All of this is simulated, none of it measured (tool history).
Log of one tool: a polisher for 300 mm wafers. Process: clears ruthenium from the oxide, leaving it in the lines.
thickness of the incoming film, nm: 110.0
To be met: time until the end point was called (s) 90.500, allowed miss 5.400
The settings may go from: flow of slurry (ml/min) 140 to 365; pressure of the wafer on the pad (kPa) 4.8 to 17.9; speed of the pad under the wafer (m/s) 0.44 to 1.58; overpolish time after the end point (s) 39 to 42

| run | hour | flow of slurry (ml/min) | pressure of the wafer on the pad (kPa) | speed of the pad under the wafer (m/s) | overpolish time after the end point (s) | time until the end point was called (s) |
|---|---|---|---|---|---|---|
| 1 | 0.0 | 235 | 11.0 | 1.00 | 39 | 111.480 |
| 2 | 1.0 | 235 | 11.7 | 1.00 | 39 | 102.690 |
| 3 | 3.8 | 235 | 11.7 | 0.84 | 39 | 130.270 |
| 4 | 8.0 | 235 | 10.3 | 0.84 | 39 | 140.870 |
| 5 | 14.5 | 235 | 11.7 | 0.86 | 39 | 122.020 |
| 6 | 22.5 | 235 | 13.1 | 0.86 | 39 | 109.180 |
| 7 | 26.9 | 235 | 13.8 | 0.86 | 39 | 105.840 |
| 8 | 32.5 | 235 | 14.5 | 0.86 | 39 | 100.970 |

4 next moves are on the table. One of them brings every result within its allowed miss. Which?
| A | 38.1 | 260 | 13.8 | 0.80 | 39 | ? |
| B | 38.1 | 240 | 13.8 | 0.78 | 39 | ? |
| C | 38.1 | 255 | 16.5 | 0.68 | 39 | ? |
| D | 38.1 | 270 | 16.5 | 0.84 | 41 | ? |

| move | time until the end point was called (s) |
|---|---|
| A | 112.860 |
| B | 116.650 |
| C | 110.590 |
| D | 89.741 |
A: further off than the last run
B: further off than the last run
C: further off than the last run
D: meets every target
Move D is the one to make.
